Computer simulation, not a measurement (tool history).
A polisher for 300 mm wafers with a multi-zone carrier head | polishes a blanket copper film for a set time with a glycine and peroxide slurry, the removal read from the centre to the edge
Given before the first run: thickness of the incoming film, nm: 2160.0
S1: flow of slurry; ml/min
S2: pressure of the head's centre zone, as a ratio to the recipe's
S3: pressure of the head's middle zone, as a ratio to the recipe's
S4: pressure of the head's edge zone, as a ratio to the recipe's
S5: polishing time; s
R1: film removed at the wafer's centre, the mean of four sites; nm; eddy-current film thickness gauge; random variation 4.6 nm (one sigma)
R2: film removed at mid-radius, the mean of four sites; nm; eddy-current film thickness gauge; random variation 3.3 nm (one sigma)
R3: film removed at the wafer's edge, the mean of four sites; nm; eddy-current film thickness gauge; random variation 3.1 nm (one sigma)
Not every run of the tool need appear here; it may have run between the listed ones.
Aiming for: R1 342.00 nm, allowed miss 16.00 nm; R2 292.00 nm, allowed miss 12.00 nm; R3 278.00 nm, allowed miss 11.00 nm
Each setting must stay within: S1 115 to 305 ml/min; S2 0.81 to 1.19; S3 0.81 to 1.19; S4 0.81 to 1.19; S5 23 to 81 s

run    day   S1    S2    S3    S4  S5      R1      R2      R3
  1  0.000  195  1.00  1.00  1.00  52  267.60  263.55  272.00
  2  0.325  195  1.00  1.00  1.00  63  326.67  324.40  332.06
  3  0.583  190  1.04  1.00  0.94  62  333.63  313.36  314.01
  4  0.712  190  0.99  1.00  0.94  62  328.25  316.95  316.84
  5  1.004  185  1.02  1.00  0.90  61  322.05  314.81  304.50
  6  1.275  185  0.98  1.00  0.90  61  306.62  306.79  305.99
  7  1.554  190  1.03  0.99  0.88  60  328.45  311.19  299.81
  8  1.925  185  1.06  0.98  0.86  59  319.61  296.30  292.75

Next run, 4 choices. One meets every target within its allowed miss, the rest don't. Which?
  A  2.296  130  1.05  1.08  0.99  59   ?   ?   ?
  B  2.296  165  1.07  0.98  0.87  57   ?   ?   ?
  C  2.296  205  1.12  0.96  0.81  58   ?   ?   ?
  D  2.296  140  0.95  0.93  0.86  64   ?   ?   ?

move      R1      R2      R3
   A  296.51  299.47  289.06
   B  309.56  281.29  274.04
   C  343.68  291.97  278.05
   D  296.42  292.43  298.81
A: lands further from the targets than the last run did
B: lands further from the targets than the last run did
C: hits every target within its allowed miss
D: lands further from the targets than the last run did
Go with C: it meets all targets.

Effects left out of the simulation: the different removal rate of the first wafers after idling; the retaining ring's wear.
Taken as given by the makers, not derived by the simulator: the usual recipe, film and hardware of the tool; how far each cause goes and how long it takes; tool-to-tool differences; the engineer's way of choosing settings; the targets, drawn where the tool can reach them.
